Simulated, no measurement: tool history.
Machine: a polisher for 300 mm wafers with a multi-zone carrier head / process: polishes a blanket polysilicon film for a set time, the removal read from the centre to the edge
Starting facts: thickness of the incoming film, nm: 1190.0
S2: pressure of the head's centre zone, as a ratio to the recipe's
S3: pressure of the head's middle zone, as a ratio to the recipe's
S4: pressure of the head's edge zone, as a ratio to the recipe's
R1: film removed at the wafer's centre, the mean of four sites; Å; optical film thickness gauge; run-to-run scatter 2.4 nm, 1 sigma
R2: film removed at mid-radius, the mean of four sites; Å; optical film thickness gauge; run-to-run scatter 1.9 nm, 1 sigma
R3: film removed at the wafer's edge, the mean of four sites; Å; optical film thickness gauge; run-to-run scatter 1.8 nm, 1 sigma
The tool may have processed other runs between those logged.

run 1 hour=0.0 | flow_of_slurry_(ml/min)=150 S2=1.00 S3=1.00 S4=1.00 polishing_time_(s)=43 | R1=3055.1 R2=3081.4 R3=3036.1
run 2 hour=2.9 | flow_of_slurry_(ml/min)=150 S2=1.00 S3=1.08 S4=1.00 polishing_time_(s)=43 | R1=3027.9 R2=3319.6 R3=2975.0
run 3 hour=11.4 | flow_of_slurry_(ml/min)=135 S2=1.03 S3=1.04 S4=0.95 polishing_time_(s)=42 | R1=2980.3 R2=3060.1 R3=2804.8
run 4 hour=17.3 | flow_of_slurry_(ml/min)=125 S2=1.06 S3=1.01 S4=0.92 polishing_time_(s)=42 | R1=3039.0 R2=2919.0 R3=2801.9
run 5 hour=21.6 | flow_of_slurry_(ml/min)=120 S2=1.08 S3=1.00 S4=0.89 polishing_time_(s)=42 | R1=3030.9 R2=2892.1 R3=2713.0
run 6 hour=25.8 | flow_of_slurry_(ml/min)=115 S2=1.10 S3=0.98 S4=0.87 polishing_time_(s)=42 | R1=3081.2 R2=2813.7 R3=2680.1
run 7 hour=32.5 | flow_of_slurry_(ml/min)=110 S2=1.11 S3=0.97 S4=0.86 polishing_time_(s)=42 | R1=3116.5 R2=2784.6 R3=2641.4

Run 8 comes next. What will it give?
run 8 hour=35.4 | flow_of_slurry_(ml/min)=90 S2=1.10 S3=0.93 S4=0.85 polishing_time_(s)=42 | R1=? R2=? R3=?

{"run 8": {"R1": 2896.2, "R2": 2553.8, "R3": 2566.2}}

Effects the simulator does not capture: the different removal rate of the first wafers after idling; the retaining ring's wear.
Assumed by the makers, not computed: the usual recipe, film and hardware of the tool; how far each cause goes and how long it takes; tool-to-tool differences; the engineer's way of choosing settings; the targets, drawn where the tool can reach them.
